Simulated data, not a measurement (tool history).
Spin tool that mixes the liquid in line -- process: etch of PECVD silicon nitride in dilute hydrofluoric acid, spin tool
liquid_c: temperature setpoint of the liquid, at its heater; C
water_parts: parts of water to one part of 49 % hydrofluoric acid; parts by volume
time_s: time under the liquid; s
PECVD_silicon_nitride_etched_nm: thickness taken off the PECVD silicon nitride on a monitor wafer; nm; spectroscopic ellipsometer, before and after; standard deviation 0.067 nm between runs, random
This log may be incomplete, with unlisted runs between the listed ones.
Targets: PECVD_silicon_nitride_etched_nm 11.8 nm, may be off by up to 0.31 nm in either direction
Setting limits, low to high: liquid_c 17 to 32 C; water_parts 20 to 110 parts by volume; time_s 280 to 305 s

| run | day | liquid_c | water_parts | time_s | PECVD_silicon_nitride_etched_nm |
|---|---|---|---|---|---|
| 1 | 0 | 24 | 60 | 280 | 15.904 |
| 2 | 0.362 | 22 | 60 | 280 | 13.805 |
| 3 | 0.604 | 22 | 40 | 280 | 20.491 |
| 4 | 0.788 | 22 | 50 | 280 | 16.479 |
| 5 | 1.162 | 22 | 50 | 305 | 17.823 |
| 6 | 1.35 | 21.5 | 50 | 305 | 17.398 |
| 7 | 1.417 | 21 | 50 | 305 | 16.763 |
| 8 | 1.588 | 20.5 | 50 | 305 | 16.14 |

Which of these 5 next moves meets every target?
| A | 1.758 | 21 | 65 | 295 | ? |
| B | 1.758 | 20 | 65 | 280 | ? |
| C | 1.758 | 20 | 60 | 295 | ? |
| D | 1.758 | 19 | 55 | 295 | ? |
| E | 1.758 | 22 | 75 | 300 | ? |

| move | PECVD_silicon_nitride_etched_nm |
|---|---|
| A | 12.447 |
| B | 11.029 |
| C | 12.562 |
| D | 12.754 |
| E | 11.779 |
A: an improvement on the last run, though not all results are within tolerance
B: pushes the last run's worst result past its target
C: an improvement on the last run, though not all results are within tolerance
D: an improvement on the last run, though not all results are within tolerance
E: each result inside its tolerance
Go with E: it meets all targets.
